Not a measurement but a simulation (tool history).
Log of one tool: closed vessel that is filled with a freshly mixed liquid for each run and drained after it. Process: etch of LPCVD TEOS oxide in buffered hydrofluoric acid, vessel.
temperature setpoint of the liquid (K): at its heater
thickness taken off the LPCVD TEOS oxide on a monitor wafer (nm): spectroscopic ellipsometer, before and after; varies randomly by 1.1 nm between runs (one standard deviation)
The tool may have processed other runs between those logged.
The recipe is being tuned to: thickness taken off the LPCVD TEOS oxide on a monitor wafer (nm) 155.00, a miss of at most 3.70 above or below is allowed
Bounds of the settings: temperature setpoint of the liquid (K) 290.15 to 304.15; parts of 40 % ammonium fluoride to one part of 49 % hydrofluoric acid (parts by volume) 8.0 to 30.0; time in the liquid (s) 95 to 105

run	hour	temperature setpoint of the liquid (K)	parts of 40 % ammonium fluoride to one part of 49 % hydrofluoric acid (parts by volume)	time in the liquid (s)	thickness taken off the LPCVD TEOS oxide on a monitor wafer (nm)
1	0.0	296.15	22.5	95	127.41
2	1.2	296.15	19.5	95	144.86
3	6.7	296.15	13.0	95	215.22
4	8.5	294.65	13.0	95	196.97
5	16.6	294.65	13.0	95	196.83
6	20.3	294.65	13.0	95	197.32
7	22.6	293.15	13.0	95	179.20
8	27.4	292.65	13.0	95	175.51
9	30.4	292.15	13.0	95	169.61
10	33.0	291.65	13.0	95	166.13
11	36.8	291.15	13.0	95	163.64

Exercise: of the 5 proposed moves below, exactly one satisfies all targets within the stated allowed misses. Which move is it?
A	40.6	292.15	13.0	95	?
B	40.6	290.65	13.0	105	?
C	40.6	291.15	14.5	95	?
D	40.6	291.15	13.5	95	?
E	40.6	290.15	12.0	95	?

move	thickness taken off the LPCVD TEOS oxide on a monitor wafer (nm)
A	172.98
B	175.60
C	146.84
D	157.52
E	167.01
A: the biggest miss grows against the last run
B: the biggest miss grows against the last run
C: the result that was furthest off in the last run now lies on the other side of its target
D: meets every target
E: the biggest miss grows against the last run
The move that meets every target is D.

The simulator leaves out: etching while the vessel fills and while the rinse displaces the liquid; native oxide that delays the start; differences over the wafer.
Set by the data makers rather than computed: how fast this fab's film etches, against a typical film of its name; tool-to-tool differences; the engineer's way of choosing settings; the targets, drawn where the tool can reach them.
